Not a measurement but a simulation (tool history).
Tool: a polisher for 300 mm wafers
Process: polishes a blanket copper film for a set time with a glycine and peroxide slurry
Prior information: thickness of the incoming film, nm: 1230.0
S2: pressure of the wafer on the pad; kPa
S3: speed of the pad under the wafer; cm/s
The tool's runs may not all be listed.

Run 1, hour 0.0: flow of slurry (ml/min) 320, S2 20.7 kPa, S3 112 cm/s, polishing time (s) 37. Result: film removed (Å) 2668.2.
Run 2, hour 4.4: flow of slurry (ml/min) 320, S2 19.3 kPa, S3 112 cm/s, polishing time (s) 37. Result: film removed (Å) 2581.1.
Run 3, hour 5.6: flow of slurry (ml/min) 320, S2 19.3 kPa, S3 98 cm/s, polishing time (s) 37. Result: film removed (Å) 2390.5.
Run 4, hour 12.4: flow of slurry (ml/min) 320, S2 23.4 kPa, S3 98 cm/s, polishing time (s) 37. Result: film removed (Å) 2778.0.
Run 5, hour 15.3: flow of slurry (ml/min) 320, S2 23.4 kPa, S3 86 cm/s, polishing time (s) 37. Result: film removed (Å) 2557.5.
Run 6, hour 23.5: flow of slurry (ml/min) 320, S2 22.1 kPa, S3 86 cm/s, polishing time (s) 37. Result: film removed (Å) 2454.7.

Estimate the outcome of run 7 from the log above:
Run 7, hour 29.9: flow of slurry (ml/min) 320, S2 20.7 kPa, S3 86 cm/s, polishing time (s) 37. Result: film removed (Å) ?.

Run 7 gave film removed (Å) 2308.9.
